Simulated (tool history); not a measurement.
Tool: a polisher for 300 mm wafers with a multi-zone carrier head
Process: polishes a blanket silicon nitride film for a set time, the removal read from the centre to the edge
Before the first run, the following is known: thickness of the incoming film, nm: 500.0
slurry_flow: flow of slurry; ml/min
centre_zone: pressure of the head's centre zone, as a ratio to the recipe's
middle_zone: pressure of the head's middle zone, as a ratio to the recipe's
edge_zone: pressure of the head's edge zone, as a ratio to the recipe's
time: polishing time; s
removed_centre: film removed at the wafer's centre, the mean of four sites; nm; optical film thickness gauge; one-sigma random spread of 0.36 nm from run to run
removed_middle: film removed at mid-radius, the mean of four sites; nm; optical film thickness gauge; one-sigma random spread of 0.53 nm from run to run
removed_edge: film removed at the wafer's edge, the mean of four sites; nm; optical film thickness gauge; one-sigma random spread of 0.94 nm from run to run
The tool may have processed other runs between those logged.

run	hour	slurry_flow	centre_zone	middle_zone	edge_zone	time	removed_centre	removed_middle	removed_edge
1	0.0	230	1.00	1.00	1.00	66	93.075	92.839	93.722
2	6.9	230	1.00	0.96	1.00	66	94.337	90.499	93.514
3	14.1	230	0.93	0.96	1.00	66	86.616	89.591	93.904
4	19.7	230	1.02	0.96	1.00	66	94.936	90.439	93.630
5	26.8	210	0.95	1.00	0.99	60	79.536	83.142	80.743
6	32.5	255	0.95	1.00	0.99	60	81.647	83.681	84.458

For run 7, what comes out?
7	34.6	230	0.91	1.02	1.02	57	?	?	?

removed_centre: 74.424 nm
removed_middle: 81.625 nm
removed_edge: 81.629 nm

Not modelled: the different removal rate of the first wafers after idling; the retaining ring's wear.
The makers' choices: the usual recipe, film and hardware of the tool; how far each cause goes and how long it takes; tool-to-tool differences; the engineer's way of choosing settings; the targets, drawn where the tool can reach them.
